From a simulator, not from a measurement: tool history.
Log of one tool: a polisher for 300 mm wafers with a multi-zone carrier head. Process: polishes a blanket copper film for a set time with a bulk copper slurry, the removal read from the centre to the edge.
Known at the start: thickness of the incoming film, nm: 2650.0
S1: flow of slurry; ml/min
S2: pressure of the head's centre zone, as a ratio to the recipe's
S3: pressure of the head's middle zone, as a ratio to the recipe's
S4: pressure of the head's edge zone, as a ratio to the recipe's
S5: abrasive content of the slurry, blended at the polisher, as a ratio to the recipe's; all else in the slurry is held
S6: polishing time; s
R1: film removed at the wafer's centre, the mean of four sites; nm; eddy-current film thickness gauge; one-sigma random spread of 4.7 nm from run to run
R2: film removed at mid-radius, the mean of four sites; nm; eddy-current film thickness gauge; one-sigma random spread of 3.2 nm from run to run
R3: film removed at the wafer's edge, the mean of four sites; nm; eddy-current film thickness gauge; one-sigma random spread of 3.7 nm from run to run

run,hour,S1,S2,S3,S4,S5,S6,R1,R2,R3
1,0,135,1,1,1,1,57,477.39,495.49,490.43
2,5.6,125,0.96,0.95,0.99,0.85,55,440.75,432.93,458.61
3,12,125,0.96,0.95,0.99,0.85,61,487.46,487.53,504.21
4,18.2,125,1.03,0.95,0.99,0.85,61,511.93,483.29,506.87
5,23.6,115,0.97,0.95,1.01,0.75,56,430.05,420.09,444.37
6,27.5,105,0.92,0.94,1.04,0.7,54,369.14,387.99,420.99
7,33.9,100,0.9,0.92,1.04,0.65,53,341.07,360.99,409.29
8,36.2,90,0.89,0.88,0.94,0.5,52,306.16,316.21,355.79
9,42.9,95,0.89,0.88,0.95,0.5,52,311.96,330.03,359.37

Run 10, settings as shown, results not yet in. Your forecast:
10,44.9,95,0.89,0.87,0.97,0.5,52,?,?,?

Run 10 yielded R1 312.18 nm, R2 324.54 nm, R3 365.74 nm.

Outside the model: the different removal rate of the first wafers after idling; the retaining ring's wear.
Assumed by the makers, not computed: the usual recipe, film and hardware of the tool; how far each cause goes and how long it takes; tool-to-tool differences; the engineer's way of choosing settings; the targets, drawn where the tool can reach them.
